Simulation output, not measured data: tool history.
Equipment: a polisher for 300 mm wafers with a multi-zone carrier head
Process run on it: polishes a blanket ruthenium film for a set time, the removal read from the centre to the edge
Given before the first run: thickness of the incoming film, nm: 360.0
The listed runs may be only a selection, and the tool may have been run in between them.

run  hour  flow of slurry (ml/min)  pressure of the head's centre zone  pressure of the head's middle zone  pressure of the head's edge zone  polishing time (s)  film removed at the wafer's centre (Å)  film removed at mid-radius (Å)  film removed at the wafer's edge (Å)
  1   0.0                      165                                1.00                                1.00                              1.00                  60                                  706.83                          762.29                                736.47
  2   7.2                      165                                1.00                                0.97                              1.00                  60                                  695.24                          734.33                                739.42
  3  10.0                      165                                1.00                                0.97                              1.00                  68                                  792.78                          828.39                                846.26
  4  12.8                      160                                0.97                                0.97                              0.97                  65                                  726.34                          785.80                                785.69
  5  14.4                      160                                0.94                                0.97                              0.97                  65                                  710.84                          795.53                                789.33
  6  22.2                      180                                0.94                                0.97                              0.97                  65                                  736.86                          818.66                                800.29
  7  29.4                      170                                0.92                                0.97                              0.94                  63                                  686.88                          766.04                                752.72

Expected results for the next run?
  8  34.3                      170                                0.92                                0.97                              0.94                  63                                       ?                               ?                                     ?

{"run 8": {"film removed at the wafer's centre (Å)": 700.89, "film removed at mid-radius (Å)": 779.07, "film removed at the wafer's edge (Å)": 756.89}}
